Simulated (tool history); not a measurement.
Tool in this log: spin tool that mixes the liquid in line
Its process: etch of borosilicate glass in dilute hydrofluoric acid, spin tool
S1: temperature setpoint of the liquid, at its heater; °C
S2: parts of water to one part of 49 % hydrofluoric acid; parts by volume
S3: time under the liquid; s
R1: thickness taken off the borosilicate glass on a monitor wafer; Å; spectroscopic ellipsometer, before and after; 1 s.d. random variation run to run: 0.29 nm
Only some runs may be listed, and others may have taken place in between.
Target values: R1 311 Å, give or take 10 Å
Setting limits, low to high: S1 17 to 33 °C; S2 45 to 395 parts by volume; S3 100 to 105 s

Run 1, hour 0: S1 25 °C, S2 220 parts by volume, S3 100 s. Result: R1 89.34 Å.
Run 2, hour 3.9: S1 27 °C, S2 170 parts by volume, S3 100 s. Result: R1 135.36 Å.
Run 3, hour 4.6: S1 28.5 °C, S2 145 parts by volume, S3 100 s. Result: R1 167.85 Å.
Run 4, hour 6.4: S1 29.5 °C, S2 125 parts by volume, S3 100 s. Result: R1 212.3 Å.
Run 5, hour 10.6: S1 30.5 °C, S2 115 parts by volume, S3 100 s. Result: R1 238.54 Å.
Run 6, hour 19.7: S1 30.5 °C, S2 115 parts by volume, S3 105 s. Result: R1 249.93 Å.
Run 7, hour 24.8: S1 31 °C, S2 110 parts by volume, S3 105 s. Result: R1 268.16 Å.
Run 8, hour 32: S1 33 °C, S2 95 parts by volume, S3 105 s. Result: R1 347.35 Å.
Run 9, hour 34: S1 32.5 °C, S2 95 parts by volume, S3 105 s. Result: R1 340.49 Å.
Run 10, hour 36: S1 30 °C, S2 100 parts by volume, S3 105 s. Result: R1 296.15 Å.
Run 11, hour 37.7: S1 30.5 °C, S2 100 parts by volume, S3 105 s. Result: R1 292.52 Å.
Run 12, hour 43.6: S1 31 °C, S2 100 parts by volume, S3 105 s. Result: R1 300 Å.

Exactly one of the 4 candidate moves below puts every result within its allowed miss. Which one?
Run A, hour 49.5: S1 29.5 °C, S2 100 parts by volume, S3 105 s. Result: R1 ?.
Run B, hour 49.5: S1 28.5 °C, S2 95 parts by volume, S3 105 s. Result: R1 ?.
Run C, hour 49.5: S1 33 °C, S2 110 parts by volume, S3 105 s. Result: R1 ?.
Run D, hour 49.5: S1 32 °C, S2 100 parts by volume, S3 105 s. Result: R1 ?.

move      R1
   A  285.97
   B  291.84
   C  291.57
   D  313.87
A: the biggest miss grows against the last run
B: the biggest miss grows against the last run
C: the biggest miss grows against the last run
D: all results in spec
Correct choice: D, which meets every target
